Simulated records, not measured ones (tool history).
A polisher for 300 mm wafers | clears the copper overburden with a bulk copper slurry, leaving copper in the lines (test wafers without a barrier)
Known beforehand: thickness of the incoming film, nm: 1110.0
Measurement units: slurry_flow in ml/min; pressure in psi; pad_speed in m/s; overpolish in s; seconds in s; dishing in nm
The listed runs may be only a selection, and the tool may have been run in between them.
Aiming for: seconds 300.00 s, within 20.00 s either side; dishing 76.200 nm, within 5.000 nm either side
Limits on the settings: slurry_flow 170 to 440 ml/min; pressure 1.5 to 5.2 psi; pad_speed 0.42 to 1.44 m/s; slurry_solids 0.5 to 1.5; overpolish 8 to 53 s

Run 1, hour 0.0: slurry_flow 280 ml/min, pressure 3.3 psi, pad_speed 0.92 m/s, slurry_solids 1.0, overpolish 27 s. Result: seconds 121.35 s, dishing 97.992 nm.
Run 2, hour 1.6: slurry_flow 275 ml/min, pressure 2.8 psi, pad_speed 0.82 m/s, slurry_solids 1.0, overpolish 31 s. Result: seconds 165.75 s, dishing 89.586 nm.
Run 3, hour 9.8: slurry_flow 275 ml/min, pressure 2.4 psi, pad_speed 0.78 m/s, slurry_solids 1.0, overpolish 34 s. Result: seconds 196.78 s, dishing 84.333 nm.
Run 4, hour 14.3: slurry_flow 275 ml/min, pressure 2.1 psi, pad_speed 0.74 m/s, slurry_solids 1.0, overpolish 37 s. Result: seconds 233.38 s, dishing 76.240 nm.
Run 5, hour 16.7: slurry_flow 275 ml/min, pressure 2.1 psi, pad_speed 0.74 m/s, slurry_solids 1.2, overpolish 37 s. Result: seconds 226.57 s, dishing 79.965 nm.
Run 6, hour 22.8: slurry_flow 275 ml/min, pressure 1.9 psi, pad_speed 0.72 m/s, slurry_solids 1.2, overpolish 40 s. Result: seconds 256.65 s, dishing 76.922 nm.
Run 7, hour 23.4: slurry_flow 275 ml/min, pressure 1.8 psi, pad_speed 0.72 m/s, slurry_solids 1.2, overpolish 42 s. Result: seconds 265.17 s, dishing 75.156 nm.
Run 8, hour 30.4: slurry_flow 275 ml/min, pressure 1.8 psi, pad_speed 0.72 m/s, slurry_solids 1.2, overpolish 42 s. Result: seconds 273.50 s, dishing 77.306 nm.

Consider the 5 candidate settings below. Which is the only one whose results all fall within their allowed miss of target?
Run A, hour 37.4: slurry_flow 220 ml/min, pressure 2.2 psi, pad_speed 0.50 m/s, slurry_solids 1.4, overpolish 45 s. Result: seconds ?, dishing ?.
Run B, hour 37.4: slurry_flow 285 ml/min, pressure 2.1 psi, pad_speed 0.64 m/s, slurry_solids 1.1, overpolish 49 s. Result: seconds ?, dishing ?.
Run C, hour 37.4: slurry_flow 305 ml/min, pressure 1.6 psi, pad_speed 0.66 m/s, slurry_solids 0.9, overpolish 53 s. Result: seconds ?, dishing ?.
Run D, hour 37.4: slurry_flow 310 ml/min, pressure 2.1 psi, pad_speed 0.72 m/s, slurry_solids 1.2, overpolish 37 s. Result: seconds ?, dishing ?.
Run E, hour 37.4: slurry_flow 245 ml/min, pressure 1.8 psi, pad_speed 0.80 m/s, slurry_solids 1.1, overpolish 39 s. Result: seconds ?, dishing ?.

move  seconds  dishing
   A   300.77   73.694
   B   257.32   82.586
   C   336.05   72.474
   D   224.16   77.135
   E   243.00   74.416
A: in spec on every target
B: lands further from the targets than the last run did
C: carries the result that was furthest off beyond its target, to the other side
D: lands further from the targets than the last run did
E: lands further from the targets than the last run did
Move A is the one to make.
